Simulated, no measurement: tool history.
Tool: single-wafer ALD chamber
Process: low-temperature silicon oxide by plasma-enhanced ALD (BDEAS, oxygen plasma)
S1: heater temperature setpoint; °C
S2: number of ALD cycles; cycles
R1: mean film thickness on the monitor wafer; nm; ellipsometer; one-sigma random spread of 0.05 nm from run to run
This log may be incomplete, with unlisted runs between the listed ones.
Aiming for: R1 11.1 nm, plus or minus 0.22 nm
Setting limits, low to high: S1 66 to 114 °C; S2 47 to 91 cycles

run 1 day=0 | S1=90 S2=69 | R1=9.5317
run 2 day=0.112 | S1=86 S2=69 | R1=9.6436
run 3 day=0.35 | S1=84 S2=71 | R1=10.002
run 4 day=0.65 | S1=82 S2=72 | R1=10.199
run 5 day=0.712 | S1=82 S2=67 | R1=9.4738
run 6 day=0.892 | S1=82 S2=73 | R1=10.325
run 7 day=1.233 | S1=80 S2=74 | R1=10.578
run 8 day=1.354 | S1=78 S2=74 | R1=10.529

Which of these 4 next moves meets every target?
run A day=1.475 | S1=77 S2=67 | R1=?
run B day=1.475 | S1=66 S2=78 | R1=?
run C day=1.475 | S1=74 S2=74 | R1=?
run D day=1.475 | S1=77 S2=77 | R1=?

move=A R1=9.6294
move=B R1=11.606
move=C R1=10.738
move=D R1=11.067
A: moves away from the targets compared with the last run
B: takes the result that was furthest off past its target
C: an improvement on the last run, though not all results are within tolerance
D: each result inside its tolerance
The right move is D.

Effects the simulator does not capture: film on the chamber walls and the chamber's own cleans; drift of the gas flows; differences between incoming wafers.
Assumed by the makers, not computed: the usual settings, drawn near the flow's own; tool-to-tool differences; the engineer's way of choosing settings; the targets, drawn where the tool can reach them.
